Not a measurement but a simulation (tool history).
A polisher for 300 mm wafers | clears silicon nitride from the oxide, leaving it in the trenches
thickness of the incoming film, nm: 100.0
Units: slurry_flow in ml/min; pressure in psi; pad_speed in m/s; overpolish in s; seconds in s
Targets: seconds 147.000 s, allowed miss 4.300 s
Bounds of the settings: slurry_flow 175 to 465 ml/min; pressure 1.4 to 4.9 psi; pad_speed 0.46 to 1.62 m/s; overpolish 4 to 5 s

run,hour,slurry_flow,pressure,pad_speed,overpolish,seconds
1,0.0,295,3.1,1.04,5,112.430
2,1.0,295,2.9,1.04,5,118.280
3,9.3,295,2.9,1.04,4,119.620
4,12.2,295,2.9,1.18,4,106.300
# hour 17.8: worn pad replaced by a new one
5,17.8,295,3.3,1.18,4,84.601
6,23.0,335,3.3,1.18,4,83.040
7,30.7,310,3.0,1.18,4,91.033
8,35.4,310,3.0,1.18,4,94.042
9,43.2,285,2.8,1.18,4,99.900
10,51.8,285,2.5,1.18,4,111.120
11,54.1,270,2.3,1.18,4,119.640
12,62.0,260,2.2,1.18,4,128.030
13,69.7,245,2.1,1.18,4,133.730
14,71.7,235,2.1,1.18,4,133.790
15,80.3,235,1.8,1.18,4,155.680
16,85.2,245,1.8,1.18,4,157.880

Which of these 4 next moves meets every target?
A,90.1,320,2.0,1.14,5,?
B,90.1,280,1.7,1.38,5,?
C,90.1,265,1.9,1.18,4,?
D,90.1,180,1.6,1.30,4,?

move,seconds
A,139.150
B,137.630
C,144.230
D,163.930
A: takes the result that was furthest off past its target
B: takes the result that was furthest off past its target
C: meets every target
D: further off than the last run
The right move is C.
